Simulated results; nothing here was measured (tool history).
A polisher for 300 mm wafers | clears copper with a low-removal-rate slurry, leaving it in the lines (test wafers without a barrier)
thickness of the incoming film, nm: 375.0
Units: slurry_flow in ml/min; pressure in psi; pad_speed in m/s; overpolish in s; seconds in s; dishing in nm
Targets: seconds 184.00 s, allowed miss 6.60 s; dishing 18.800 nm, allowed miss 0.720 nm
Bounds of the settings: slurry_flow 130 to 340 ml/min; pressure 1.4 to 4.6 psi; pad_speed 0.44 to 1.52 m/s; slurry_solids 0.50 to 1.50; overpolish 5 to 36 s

{"run": 1, "day": 0.0, "slurry_flow": 220, "pressure": 3.0, "pad_speed": 0.98, "slurry_solids": 1.0, "overpolish": 18, "seconds": 137.83, "dishing": 28.064}
{"run": 2, "day": 0.196, "slurry_flow": 220, "pressure": 3.0, "pad_speed": 1.1, "slurry_solids": 1.0, "overpolish": 18, "seconds": 124.43, "dishing": 29.705}
{"run": 3, "day": 0.517, "slurry_flow": 220, "pressure": 3.0, "pad_speed": 1.1, "slurry_solids": 0.9, "overpolish": 18, "seconds": 126.65, "dishing": 29.683}
{"run": 4, "day": 0.646, "slurry_flow": 220, "pressure": 2.7, "pad_speed": 1.1, "slurry_solids": 0.9, "overpolish": 17, "seconds": 141.3, "dishing": 25.921}
{"run": 5, "day": 0.679, "slurry_flow": 195, "pressure": 2.7, "pad_speed": 1.1, "slurry_solids": 0.9, "overpolish": 17, "seconds": 141.66, "dishing": 25.525}
{"run": 6, "day": 0.95, "slurry_flow": 195, "pressure": 2.5, "pad_speed": 1.1, "slurry_solids": 0.9, "overpolish": 16, "seconds": 154.86, "dishing": 22.75}
{"run": 7, "day": 1.229, "slurry_flow": 190, "pressure": 2.4, "pad_speed": 1.1, "slurry_solids": 0.9, "overpolish": 16, "seconds": 159.18, "dishing": 22.447}
{"run": 8, "day": 1.325, "slurry_flow": 190, "pressure": 2.3, "pad_speed": 1.1, "slurry_solids": 0.9, "overpolish": 16, "seconds": 167.56, "dishing": 21.303}
{"run": 9, "day": 1.429, "slurry_flow": 190, "pressure": 2.2, "pad_speed": 1.1, "slurry_solids": 0.9, "overpolish": 16, "seconds": 173.99, "dishing": 20.594}
{"run": 10, "day": 1.554, "slurry_flow": 185, "pressure": 2.0, "pad_speed": 1.1, "slurry_solids": 0.9, "overpolish": 15, "seconds": 190.56, "dishing": 18.393}

5 next moves are on the table. One of them brings every result within its allowed miss. Which?
{"run": "A", "day": 1.679, "slurry_flow": 135, "pressure": 2.4, "pad_speed": 0.94, "slurry_solids": 0.85, "overpolish": 16, "seconds": "?", "dishing": "?"}
{"run": "B", "day": 1.679, "slurry_flow": 175, "pressure": 1.9, "pad_speed": 1.08, "slurry_solids": 0.95, "overpolish": 17, "seconds": "?", "dishing": "?"}
{"run": "C", "day": 1.679, "slurry_flow": 175, "pressure": 2.0, "pad_speed": 1.16, "slurry_solids": 0.9, "overpolish": 15, "seconds": "?", "dishing": "?"}
{"run": "D", "day": 1.679, "slurry_flow": 200, "pressure": 2.0, "pad_speed": 1.16, "slurry_solids": 0.8, "overpolish": 13, "seconds": "?", "dishing": "?"}
{"run": "E", "day": 1.679, "slurry_flow": 160, "pressure": 2.0, "pad_speed": 1.1, "slurry_solids": 0.9, "overpolish": 14, "seconds": "?", "dishing": "?"}

move=A seconds=197.09 dishing=18.809
move=B seconds=204.45 dishing=19.023
move=C seconds=183.25 dishing=18.816
move=D seconds=183.92 dishing=16.633
move=E seconds=195.14 dishing=16.845
A: further off than the last run
B: further off than the last run
C: meets every target
D: brings the result that was furthest off to its target, and leaves another outside
E: further off than the last run
Move C is the one to make.

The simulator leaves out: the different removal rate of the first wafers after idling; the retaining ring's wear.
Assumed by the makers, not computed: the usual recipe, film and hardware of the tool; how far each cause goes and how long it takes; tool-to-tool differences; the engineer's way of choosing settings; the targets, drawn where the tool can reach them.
